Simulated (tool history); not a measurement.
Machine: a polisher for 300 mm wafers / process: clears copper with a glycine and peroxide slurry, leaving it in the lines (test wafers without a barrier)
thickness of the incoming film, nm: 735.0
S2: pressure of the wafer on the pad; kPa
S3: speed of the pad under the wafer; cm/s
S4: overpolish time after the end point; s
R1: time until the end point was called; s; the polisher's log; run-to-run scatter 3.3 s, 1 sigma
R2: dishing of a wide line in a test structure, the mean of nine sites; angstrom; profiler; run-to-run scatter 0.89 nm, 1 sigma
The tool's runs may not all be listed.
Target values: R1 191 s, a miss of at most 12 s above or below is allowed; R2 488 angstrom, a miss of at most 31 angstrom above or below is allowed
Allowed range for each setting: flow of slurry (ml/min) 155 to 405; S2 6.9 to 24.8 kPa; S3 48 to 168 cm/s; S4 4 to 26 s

Run 1, day 0: flow of slurry (ml/min) 260, S2 15.9 kPa, S3 108 cm/s, S4 13 s. Result: R1 140.82 s, R2 491.6 angstrom.
Run 2, day 0.146: flow of slurry (ml/min) 260, S2 14.5 kPa, S3 106 cm/s, S4 14 s. Result: R1 154.68 s, R2 472.41 angstrom.
Run 3, day 0.35: flow of slurry (ml/min) 260, S2 14.5 kPa, S3 132 cm/s, S4 14 s. Result: R1 123.73 s, R2 539.71 angstrom.
Run 4, day 0.638: flow of slurry (ml/min) 260, S2 16.5 kPa, S3 132 cm/s, S4 14 s. Result: R1 112.06 s, R2 619.53 angstrom.
Run 5, day 0.758: flow of slurry (ml/min) 295, S2 16.5 kPa, S3 132 cm/s, S4 14 s. Result: R1 114.16 s, R2 598.03 angstrom.
Run 6, day 0.921: flow of slurry (ml/min) 295, S2 15.2 kPa, S3 128 cm/s, S4 15 s. Result: R1 127.22 s, R2 598.06 angstrom.
Run 7, day 1.179: flow of slurry (ml/min) 295, S2 13.8 kPa, S3 126 cm/s, S4 16 s. Result: R1 134.9 s, R2 579.62 angstrom.
Run 8, day 1.525: flow of slurry (ml/min) 295, S2 12.4 kPa, S3 124 cm/s, S4 17 s. Result: R1 150.87 s, R2 577.81 angstrom.
Run 9, day 1.717: flow of slurry (ml/min) 295, S2 11.7 kPa, S3 124 cm/s, S4 17 s. Result: R1 154.44 s, R2 544.92 angstrom.

Pick the move, out of 5, that brings all results within their allowed miss; only one does.
Run A, day 1.908: flow of slurry (ml/min) 315, S2 11.7 kPa, S3 152 cm/s, S4 13 s. Result: R1 ?, R2 ?.
Run B, day 1.908: flow of slurry (ml/min) 290, S2 10.3 kPa, S3 112 cm/s, S4 22 s. Result: R1 ?, R2 ?.
Run C, day 1.908: flow of slurry (ml/min) 280, S2 9 kPa, S3 120 cm/s, S4 19 s. Result: R1 ?, R2 ?.
Run D, day 1.908: flow of slurry (ml/min) 245, S2 15.9 kPa, S3 150 cm/s, S4 9 s. Result: R1 ?, R2 ?.
Run E, day 1.908: flow of slurry (ml/min) 330, S2 11 kPa, S3 96 cm/s, S4 26 s. Result: R1 ?, R2 ?.

move      R1      R2
   A  127.33     511
   B  177.43  601.66
   C  185.01  511.71
   D  105.54  444.31
   E  188.74  660.82
A: lands further from the targets than the last run did
B: lands further from the targets than the last run did
C: all results land within tolerance of their targets
D: lands further from the targets than the last run did
E: the worst result of the last run now meets its target, but another is out of spec
C is the move that brings every result within its allowed miss.
